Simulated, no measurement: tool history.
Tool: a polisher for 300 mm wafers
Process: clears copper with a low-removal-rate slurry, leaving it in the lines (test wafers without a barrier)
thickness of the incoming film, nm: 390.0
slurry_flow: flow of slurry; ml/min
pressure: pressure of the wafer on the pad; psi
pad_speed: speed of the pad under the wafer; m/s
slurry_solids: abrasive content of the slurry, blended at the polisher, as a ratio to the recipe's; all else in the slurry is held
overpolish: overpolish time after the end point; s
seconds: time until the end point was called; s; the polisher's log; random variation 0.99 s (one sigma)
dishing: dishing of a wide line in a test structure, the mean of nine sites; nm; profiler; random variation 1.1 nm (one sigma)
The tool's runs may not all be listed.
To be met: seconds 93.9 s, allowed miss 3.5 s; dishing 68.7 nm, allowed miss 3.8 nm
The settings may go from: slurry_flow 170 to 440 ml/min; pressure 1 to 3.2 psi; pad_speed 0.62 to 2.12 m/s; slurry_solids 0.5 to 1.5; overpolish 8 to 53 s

run  hour  slurry_flow  pressure  pad_speed  slurry_solids  overpolish  seconds  dishing
  1     0          280       2.1       1.36              1          27   117.65   54.079
  2   1.8          280       2.2       1.36              1          27   114.75   56.383
  3   4.3          280       2.3       1.36              1          27   112.98    56.84
  4    10          280       2.4       1.36              1          27    109.3   57.492
  5  18.9          280       2.5       1.36              1          27   108.46   58.169
  6    21          280       2.5       1.36              1          31   106.51   64.778
     27.1  -- head pressure recalibrated
  7  27.1          280       2.7       1.38              1          30   107.69   65.078
  8  28.5          280       2.7        1.4              1          30   106.37   64.688
  9  29.3          280       2.7       1.42              1          30   105.09   64.551
 10  35.1          280       2.7       1.44              1          30   103.73   64.993

5 next moves are on the table. One of them brings every result within its allowed miss. Which?
  A  40.9          310       2.8       1.66              1          35        ?        ?
  B  40.9          320       2.7        1.7            0.8          24        ?        ?
  C  40.9          320       2.7       1.22           0.95          34        ?        ?
  D  40.9          280       2.9       1.64           0.75          29        ?        ?
  E  40.9          315       2.8        1.7              1          26        ?        ?

move  seconds  dishing
   A   87.744   80.367
   B   93.053   60.487
   C   122.04   63.809
   D   94.576   68.543
   E   85.641    67.85
A: takes the result that was furthest off past its target
B: brings the result that was furthest off to its target, and leaves another outside
C: further off than the last run
D: meets every target
E: takes the result that was furthest off past its target
Move D is the one to make.

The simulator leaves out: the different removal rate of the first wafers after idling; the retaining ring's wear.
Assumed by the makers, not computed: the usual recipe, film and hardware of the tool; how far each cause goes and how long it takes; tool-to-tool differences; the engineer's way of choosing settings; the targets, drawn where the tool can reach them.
